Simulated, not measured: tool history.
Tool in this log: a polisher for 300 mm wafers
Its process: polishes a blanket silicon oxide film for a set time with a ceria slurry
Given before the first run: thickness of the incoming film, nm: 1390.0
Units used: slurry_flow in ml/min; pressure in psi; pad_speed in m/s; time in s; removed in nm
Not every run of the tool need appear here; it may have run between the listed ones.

run,hour,slurry_flow,pressure,pad_speed,time,removed
1,0.0,150,3.4,1.16,82,373.47
2,4.8,150,3.4,1.06,82,334.09
3,7.1,145,3.2,1.02,82,307.28
4,14.3,125,3.2,1.02,82,299.52
5,22.5,125,2.7,1.02,82,253.49
6,30.8,125,2.7,1.16,82,290.09

Forecast run 7:
7,37.2,125,2.6,1.12,82,?

{"run 7": {"removed": 269.57}}
